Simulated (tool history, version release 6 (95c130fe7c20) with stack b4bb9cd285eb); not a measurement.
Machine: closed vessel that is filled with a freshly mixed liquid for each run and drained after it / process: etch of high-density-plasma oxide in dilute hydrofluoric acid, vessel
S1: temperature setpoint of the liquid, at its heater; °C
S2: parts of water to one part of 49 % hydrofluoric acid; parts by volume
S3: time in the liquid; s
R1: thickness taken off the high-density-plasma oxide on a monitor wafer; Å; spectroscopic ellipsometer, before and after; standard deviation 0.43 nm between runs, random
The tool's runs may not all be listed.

run 1 hour=0 | S1=25 S2=80 S3=265 | R1=190.01
run 2 hour=7.1 | S1=25 S2=80 S3=280 | R1=205.19
run 3 hour=12.1 | S1=26.5 S2=75 S3=280 | R1=234.67
run 4 hour=14.9 | S1=27.5 S2=70 S3=280 | R1=260.43
run 5 hour=21.6 | S1=27.5 S2=70 S3=280 | R1=260.26
run 6 hour=30.3 | S1=28.5 S2=65 S3=280 | R1=294.92

Predict the results of run 7:
run 7 hour=31.9 | S1=29.5 S2=60 S3=280 | R1=?

{"run 7": {"R1": 339.56}}

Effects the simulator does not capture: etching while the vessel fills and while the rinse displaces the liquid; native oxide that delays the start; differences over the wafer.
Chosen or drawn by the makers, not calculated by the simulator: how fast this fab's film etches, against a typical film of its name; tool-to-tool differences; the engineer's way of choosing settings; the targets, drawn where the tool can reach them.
